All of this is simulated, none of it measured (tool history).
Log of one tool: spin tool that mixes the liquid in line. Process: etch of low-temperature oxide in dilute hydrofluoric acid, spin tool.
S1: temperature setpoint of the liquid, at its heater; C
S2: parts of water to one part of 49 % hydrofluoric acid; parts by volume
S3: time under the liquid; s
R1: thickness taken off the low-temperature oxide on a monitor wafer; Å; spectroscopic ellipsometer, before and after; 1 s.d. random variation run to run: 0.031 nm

{"run": 1, "hour": 0.0, "S1": 21, "S2": 125, "S3": 75, "R1": 57.601}
{"run": 2, "hour": 2.8, "S1": 21, "S2": 85, "S3": 75, "R1": 88.752}
{"run": 3, "hour": 10.9, "S1": 21, "S2": 85, "S3": 75, "R1": 88.965}
{"run": 4, "hour": 19.7, "S1": 20, "S2": 100, "S3": 75, "R1": 71.964}
{"run": 5, "hour": 26.2, "S1": 19, "S2": 110, "S3": 75, "R1": 61.474}
{"run": 6, "hour": 27.7, "S1": 17, "S2": 110, "S3": 75, "R1": 56.507}
{"run": 7, "hour": 30.8, "S1": 17, "S2": 120, "S3": 75, "R1": 51.553}

What does the tool deliver on the next run?
{"run": 8, "hour": 38.7, "S1": 17, "S2": 125, "S3": 75, "R1": "?"}

R1: 49.284 Å
